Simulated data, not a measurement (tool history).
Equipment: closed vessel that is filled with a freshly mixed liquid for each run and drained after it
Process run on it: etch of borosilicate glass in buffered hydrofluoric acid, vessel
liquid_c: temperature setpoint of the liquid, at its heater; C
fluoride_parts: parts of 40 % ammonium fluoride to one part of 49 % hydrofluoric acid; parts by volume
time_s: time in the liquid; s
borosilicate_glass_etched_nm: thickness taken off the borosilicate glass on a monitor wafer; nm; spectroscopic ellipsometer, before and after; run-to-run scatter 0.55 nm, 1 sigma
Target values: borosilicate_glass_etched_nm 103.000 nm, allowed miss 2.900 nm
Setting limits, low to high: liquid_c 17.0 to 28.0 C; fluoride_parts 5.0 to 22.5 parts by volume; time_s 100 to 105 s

run	day	liquid_c	fluoride_parts	time_s	borosilicate_glass_etched_nm
1	0.000	20.0	13.5	100	74.964
2	0.208	20.0	11.5	100	87.088
3	0.288	22.0	11.5	100	97.135
4	0.654	22.0	8.0	100	134.920
5	0.929	19.5	8.0	100	118.470
6	1.312	19.5	8.0	100	118.210
7	1.358	19.0	8.0	100	114.650
8	1.712	19.0	8.0	100	114.160
9	1.775	18.5	8.0	100	112.250
10	1.967	18.0	8.0	100	109.790
11	2.179	17.5	8.0	100	106.190

Below are 5 possible settings for the next run. Only one of them brings all results inside the allowed miss of their targets. Which is it?
A	2.392	18.5	9.0	100	?
B	2.392	17.5	7.5	100	?
C	2.392	18.0	8.0	100	?
D	2.392	17.0	8.0	100	?
E	2.392	17.0	8.5	100	?

move	borosilicate_glass_etched_nm
A	98.565
B	114.130
C	109.230
D	103.350
E	96.633
A: the result that was furthest off in the last run now lies on the other side of its target
B: lands further from the targets than the last run did
C: lands further from the targets than the last run did
D: each result inside its tolerance
E: the result that was furthest off in the last run now lies on the other side of its target
D is the move that brings every result within its allowed miss.
